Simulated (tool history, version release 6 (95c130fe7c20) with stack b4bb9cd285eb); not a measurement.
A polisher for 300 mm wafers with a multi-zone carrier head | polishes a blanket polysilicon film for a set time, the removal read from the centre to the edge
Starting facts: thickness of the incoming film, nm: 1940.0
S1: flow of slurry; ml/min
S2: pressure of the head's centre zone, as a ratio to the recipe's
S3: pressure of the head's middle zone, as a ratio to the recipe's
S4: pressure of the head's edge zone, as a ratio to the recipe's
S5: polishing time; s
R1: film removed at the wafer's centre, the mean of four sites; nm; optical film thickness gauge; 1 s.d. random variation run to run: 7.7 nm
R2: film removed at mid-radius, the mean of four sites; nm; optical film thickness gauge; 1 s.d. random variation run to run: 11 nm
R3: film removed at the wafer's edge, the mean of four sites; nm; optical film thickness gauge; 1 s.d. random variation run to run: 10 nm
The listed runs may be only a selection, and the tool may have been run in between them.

run,hour,S1,S2,S3,S4,S5,R1,R2,R3
1,0.0,120,1.00,1.00,1.00,81,623.37,610.66,628.15
2,1.6,150,1.00,1.00,1.00,81,652.40,659.39,645.32
3,9.0,135,1.00,1.00,1.00,81,633.01,638.12,640.17
4,14.6,135,1.00,1.00,0.95,81,636.09,636.54,627.95
5,22.4,135,1.00,0.94,0.95,81,627.52,610.35,621.70
6,27.8,135,1.00,0.94,0.95,95,729.38,708.03,742.03
7,36.7,165,1.03,1.04,0.98,101,868.33,855.67,826.03
8,40.1,165,1.02,1.05,0.98,101,858.31,858.15,823.80
9,42.6,165,1.01,1.06,0.98,101,849.04,882.48,817.96
# hour 44.0: slurry nozzle cleaned
10,44.0,165,1.01,1.07,0.98,101,906.40,940.12,857.33
11,52.3,165,1.00,1.07,0.98,101,901.20,933.79,856.20

What does the tool deliver on the next run?
12,55.1,165,0.99,1.07,0.98,100,?,?,?

{"run 12": {"R1": 894.44, "R2": 957.1, "R3": 838.28}}

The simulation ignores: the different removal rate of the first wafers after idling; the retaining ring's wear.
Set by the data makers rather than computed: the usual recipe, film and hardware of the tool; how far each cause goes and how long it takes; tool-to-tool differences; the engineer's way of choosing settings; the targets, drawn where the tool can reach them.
